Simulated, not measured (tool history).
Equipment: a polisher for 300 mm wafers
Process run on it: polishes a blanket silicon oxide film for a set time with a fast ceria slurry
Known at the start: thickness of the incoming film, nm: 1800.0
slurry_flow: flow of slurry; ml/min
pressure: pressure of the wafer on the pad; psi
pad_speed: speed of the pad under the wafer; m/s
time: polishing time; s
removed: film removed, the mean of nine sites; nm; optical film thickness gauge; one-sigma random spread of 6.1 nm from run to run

{"run": 1, "hour": 0.0, "slurry_flow": 270, "pressure": 2.8, "pad_speed": 0.86, "time": 62, "removed": 997.91}
{"run": 2, "hour": 1.5, "slurry_flow": 220, "pressure": 2.8, "pad_speed": 0.86, "time": 62, "removed": 966.59}
{"run": 3, "hour": 4.6, "slurry_flow": 255, "pressure": 2.8, "pad_speed": 0.86, "time": 62, "removed": 992.31}
{"run": 4, "hour": 10.1, "slurry_flow": 255, "pressure": 2.2, "pad_speed": 0.86, "time": 62, "removed": 770.49}
{"run": 5, "hour": 11.6, "slurry_flow": 255, "pressure": 2.2, "pad_speed": 1.04, "time": 62, "removed": 924.48}
{"run": 6, "hour": 17.0, "slurry_flow": 255, "pressure": 2.1, "pad_speed": 1.02, "time": 62, "removed": 868.76}

Run 7 comes next. What will it give?
{"run": 7, "hour": 19.2, "slurry_flow": 250, "pressure": 1.3, "pad_speed": 0.88, "time": 62, "removed": "?"}

Run 7 measured removed 474.20 nm.

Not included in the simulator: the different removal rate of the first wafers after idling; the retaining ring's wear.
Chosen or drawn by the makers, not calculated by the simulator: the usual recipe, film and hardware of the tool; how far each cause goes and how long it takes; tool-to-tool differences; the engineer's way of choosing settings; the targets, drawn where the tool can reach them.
